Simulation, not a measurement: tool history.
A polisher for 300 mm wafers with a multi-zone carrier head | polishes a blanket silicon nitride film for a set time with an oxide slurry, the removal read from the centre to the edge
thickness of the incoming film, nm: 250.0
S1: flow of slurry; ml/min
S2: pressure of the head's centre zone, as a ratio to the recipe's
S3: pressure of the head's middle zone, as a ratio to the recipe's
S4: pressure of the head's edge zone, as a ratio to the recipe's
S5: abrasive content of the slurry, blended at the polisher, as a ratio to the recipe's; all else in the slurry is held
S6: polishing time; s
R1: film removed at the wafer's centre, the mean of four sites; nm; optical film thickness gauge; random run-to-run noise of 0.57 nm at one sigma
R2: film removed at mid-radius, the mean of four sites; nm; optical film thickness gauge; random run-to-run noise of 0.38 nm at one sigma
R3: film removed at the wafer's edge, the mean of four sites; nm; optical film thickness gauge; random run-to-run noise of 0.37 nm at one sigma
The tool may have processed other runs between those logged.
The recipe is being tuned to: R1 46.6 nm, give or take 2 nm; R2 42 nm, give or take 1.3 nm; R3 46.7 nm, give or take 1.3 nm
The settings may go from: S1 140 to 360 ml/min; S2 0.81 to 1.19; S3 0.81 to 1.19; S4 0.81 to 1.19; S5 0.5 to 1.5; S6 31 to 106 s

run	hour	S1	S2	S3	S4	S5	S6	R1	R2	R3
1	0	230	1	1	1	1	68	49.018	48.526	49.744
2	5.3	220	1	0.97	0.98	1	68	47.331	46.461	48.697
3	7.5	220	1	0.97	0.98	1	53	37.637	36.946	37.988
4	11.2	220	1	1.04	0.98	1	53	36.699	38.56	37.907
5	18.5	220	1	1.04	0.98	1	70	49.789	51.042	50.269
6	26.6	220	1	1.04	0.98	0.9	70	48.371	47.57	48.237
7	29.8	180	0.99	0.94	0.96	0.85	70	44.578	43.156	45.535
8	30.4	180	0.99	0.94	0.96	0.85	70	44.277	43.106	46.156

Which one of the following 4 next-run settings gets every result inside its allowed miss? There is exactly one.
A	31	195	1.06	0.85	0.97	0.8	78	?	?	?
B	31	165	0.96	0.9	1	0.9	69	?	?	?
C	31	160	0.94	1.03	0.87	0.85	70	?	?	?
D	31	205	1.03	0.89	1.01	0.7	75	?	?	?

move	R1	R2	R3
A	52.738	45.047	49.999
B	43.26	42.36	46.172
C	41.692	45.269	43.592
D	46.676	42.115	45.984
A: moves the result that the last run missed by most past its target, out the other side
B: misses by more than the last run did
C: misses by more than the last run did
D: all results in spec
Move D is the one to make.
